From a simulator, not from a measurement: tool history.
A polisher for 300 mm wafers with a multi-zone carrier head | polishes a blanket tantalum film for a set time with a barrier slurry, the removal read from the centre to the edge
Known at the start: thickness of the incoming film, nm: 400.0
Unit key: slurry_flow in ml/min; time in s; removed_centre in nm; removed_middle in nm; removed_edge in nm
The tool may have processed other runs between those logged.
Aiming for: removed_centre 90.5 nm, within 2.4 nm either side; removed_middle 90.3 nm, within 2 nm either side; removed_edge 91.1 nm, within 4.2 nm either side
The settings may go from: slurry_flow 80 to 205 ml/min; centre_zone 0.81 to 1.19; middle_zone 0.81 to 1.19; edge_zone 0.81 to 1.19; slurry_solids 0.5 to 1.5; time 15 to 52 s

run 1 day=0 | slurry_flow=135 centre_zone=1 middle_zone=1 edge_zone=1 slurry_solids=1 time=33 | removed_centre=67.444 removed_middle=68.319 removed_edge=66.458
run 2 day=0.267 | slurry_flow=145 centre_zone=1.02 middle_zone=1.02 edge_zone=1.05 slurry_solids=1.15 time=33 | removed_centre=72.935 removed_middle=73.261 removed_edge=70.769
run 3 day=0.575 | slurry_flow=150 centre_zone=1.02 middle_zone=1.02 edge_zone=1.09 slurry_solids=1.25 time=34 | removed_centre=77.685 removed_middle=78.23 removed_edge=77.532
run 4 day=0.867 | slurry_flow=150 centre_zone=1.02 middle_zone=1.02 edge_zone=1.09 slurry_solids=1.35 time=34 | removed_centre=79.028 removed_middle=78.748 removed_edge=80.164
run 5 day=1.05 | slurry_flow=150 centre_zone=0.97 middle_zone=1.02 edge_zone=1.09 slurry_solids=1.35 time=34 | removed_centre=75.3 removed_middle=79.731 removed_edge=78.205
run 6 day=1.2 | slurry_flow=160 centre_zone=0.99 middle_zone=1.03 edge_zone=1.12 slurry_solids=1.4 time=34 | removed_centre=79.306 removed_middle=82.214 removed_edge=82.412
run 7 day=1.4 | slurry_flow=170 centre_zone=1 middle_zone=1.04 edge_zone=1.14 slurry_solids=1.4 time=34 | removed_centre=80.099 removed_middle=83.377 removed_edge=82.828
run 8 day=1.688 | slurry_flow=170 centre_zone=1.02 middle_zone=1.05 edge_zone=1.15 slurry_solids=1.45 time=34 | removed_centre=82.702 removed_middle=84.712 removed_edge=84.448
run 9 day=1.917 | slurry_flow=175 centre_zone=1.03 middle_zone=1.05 edge_zone=1.16 slurry_solids=1.45 time=34 | removed_centre=84.068 removed_middle=85.184 removed_edge=86.946
run 10 day=2.117 | slurry_flow=180 centre_zone=1.04 middle_zone=1.06 edge_zone=1.16 slurry_solids=1.45 time=34 | removed_centre=83.895 removed_middle=85.39 removed_edge=85.681
run 11 day=2.196 | slurry_flow=180 centre_zone=1.05 middle_zone=1.07 edge_zone=1.17 slurry_solids=1.45 time=34 | removed_centre=85.264 removed_middle=86.771 removed_edge=86.629
run 12 day=2.3 | slurry_flow=185 centre_zone=1.06 middle_zone=1.07 edge_zone=1.18 slurry_solids=1.45 time=34 | removed_centre=87.461 removed_middle=87.186 removed_edge=84.578
run 13 day=2.496 | slurry_flow=185 centre_zone=1.06 middle_zone=1.06 edge_zone=1.18 slurry_solids=1.45 time=34 | removed_centre=87.458 removed_middle=86.552 removed_edge=86.144

Which one of the following 5 next-run settings gets every result inside its allowed miss? There is exactly one.
run A day=2.692 | slurry_flow=110 centre_zone=0.97 middle_zone=0.85 edge_zone=1.19 slurry_solids=1.5 time=41 | removed_centre=? removed_middle=? removed_edge=?
run B day=2.692 | slurry_flow=195 centre_zone=0.95 middle_zone=0.99 edge_zone=1.17 slurry_solids=1.5 time=36 | removed_centre=? removed_middle=? removed_edge=?
run C day=2.692 | slurry_flow=205 centre_zone=1.01 middle_zone=1.15 edge_zone=1.12 slurry_solids=1.05 time=36 | removed_centre=? removed_middle=? removed_edge=?
run D day=2.692 | slurry_flow=165 centre_zone=1.04 middle_zone=0.91 edge_zone=1.17 slurry_solids=1.5 time=36 | removed_centre=? removed_middle=? removed_edge=?
run E day=2.692 | slurry_flow=165 centre_zone=1.06 middle_zone=1.06 edge_zone=1.19 slurry_solids=1.5 time=36 | removed_centre=? removed_middle=? removed_edge=?

move=A removed_centre=84.433 removed_middle=78.037 removed_edge=96.981
move=B removed_centre=83.525 removed_middle=87.633 removed_edge=91.928
move=C removed_centre=82.192 removed_middle=91.627 removed_edge=82.657
move=D removed_centre=88.62 removed_middle=79.525 removed_edge=90.155
move=E removed_centre=90.429 removed_middle=90.11 removed_edge=90.78
A: lands further from the targets than the last run did
B: lands further from the targets than the last run did
C: brings the result that was furthest off to its target, and leaves another outside
D: lands further from the targets than the last run did
E: every result within its allowed miss
The move that meets every target is E.

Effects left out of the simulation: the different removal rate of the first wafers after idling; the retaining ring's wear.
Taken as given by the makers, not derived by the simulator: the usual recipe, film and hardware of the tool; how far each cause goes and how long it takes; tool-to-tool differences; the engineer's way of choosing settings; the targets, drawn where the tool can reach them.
